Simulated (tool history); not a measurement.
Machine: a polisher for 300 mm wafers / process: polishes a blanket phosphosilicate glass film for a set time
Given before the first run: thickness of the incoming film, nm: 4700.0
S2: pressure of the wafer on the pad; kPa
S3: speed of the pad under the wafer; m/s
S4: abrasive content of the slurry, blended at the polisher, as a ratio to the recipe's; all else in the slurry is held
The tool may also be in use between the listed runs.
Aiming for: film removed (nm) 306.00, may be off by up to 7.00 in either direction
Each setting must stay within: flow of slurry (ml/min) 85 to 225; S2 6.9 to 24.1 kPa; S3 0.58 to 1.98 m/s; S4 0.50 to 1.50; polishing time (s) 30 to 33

run 1 hour=0.0 | flow_of_slurry_(ml/min)=145 S2=15.2 S3=1.28 S4=1.00 polishing_time_(s)=33 | film_removed_(nm)=276.72
run 2 hour=5.9 | flow_of_slurry_(ml/min)=145 S2=19.3 S3=1.28 S4=1.00 polishing_time_(s)=33 | film_removed_(nm)=351.12
run 3 hour=14.5 | flow_of_slurry_(ml/min)=140 S2=19.3 S3=1.28 S4=1.00 polishing_time_(s)=33 | film_removed_(nm)=352.40
run 4 hour=22.2 | flow_of_slurry_(ml/min)=140 S2=19.3 S3=1.54 S4=1.00 polishing_time_(s)=33 | film_removed_(nm)=404.69
run 5 hour=23.5 | flow_of_slurry_(ml/min)=140 S2=19.3 S3=1.32 S4=1.00 polishing_time_(s)=33 | film_removed_(nm)=359.38
run 6 hour=25.9 | flow_of_slurry_(ml/min)=140 S2=19.3 S3=1.42 S4=1.00 polishing_time_(s)=33 | film_removed_(nm)=372.65
run 7 hour=26.7 | flow_of_slurry_(ml/min)=135 S2=19.3 S3=1.42 S4=1.00 polishing_time_(s)=33 | film_removed_(nm)=373.09
run 8 hour=28.8 | flow_of_slurry_(ml/min)=130 S2=19.3 S3=1.42 S4=1.00 polishing_time_(s)=33 | film_removed_(nm)=377.35

Which of these 5 next moves meets every target?
run A hour=30.9 | flow_of_slurry_(ml/min)=130 S2=17.9 S3=1.28 S4=1.15 polishing_time_(s)=32 | film_removed_(nm)=?
run B hour=30.9 | flow_of_slurry_(ml/min)=195 S2=19.3 S3=1.30 S4=0.90 polishing_time_(s)=30 | film_removed_(nm)=?
run C hour=30.9 | flow_of_slurry_(ml/min)=130 S2=18.6 S3=1.26 S4=1.05 polishing_time_(s)=30 | film_removed_(nm)=?
run D hour=30.9 | flow_of_slurry_(ml/min)=115 S2=18.6 S3=1.34 S4=1.05 polishing_time_(s)=31 | film_removed_(nm)=?
run E hour=30.9 | flow_of_slurry_(ml/min)=140 S2=15.9 S3=1.48 S4=1.20 polishing_time_(s)=31 | film_removed_(nm)=?

move=A film_removed_(nm)=323.17
move=B film_removed_(nm)=321.96
move=C film_removed_(nm)=302.75
move=D film_removed_(nm)=324.24
move=E film_removed_(nm)=318.32
A: nearer than the last run, and not there yet
B: nearer than the last run, and not there yet
C: all results land within tolerance of their targets
D: nearer than the last run, and not there yet
E: nearer than the last run, and not there yet
Answer: C
